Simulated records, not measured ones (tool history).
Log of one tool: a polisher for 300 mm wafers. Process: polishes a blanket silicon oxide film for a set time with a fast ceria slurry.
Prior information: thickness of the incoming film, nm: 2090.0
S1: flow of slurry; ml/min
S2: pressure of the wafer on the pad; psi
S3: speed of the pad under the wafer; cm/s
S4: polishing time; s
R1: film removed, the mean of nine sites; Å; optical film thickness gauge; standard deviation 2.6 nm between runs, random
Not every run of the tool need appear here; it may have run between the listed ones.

run  hour   S1   S2   S3  S4      R1
  1     0  190  2.6  120  24    3468
  2     4  190    3  120  24  3983.9
  3  10.8  150    3  120  24  3924.9
  4  11.4  150  3.4  120  24  4388.7
  5  13.9  150  3.4   96  24  3508.7
  6    17  115  3.4   96  24  3390.2
  7  19.8  115  2.7   88  24    2503
  8  22.1  115  2.6   88  24  2452.4

For run 9, what comes out?
  9  23.1  115  2.5  88  24   ?

Run 9 came out at R1 2343.2 Å.
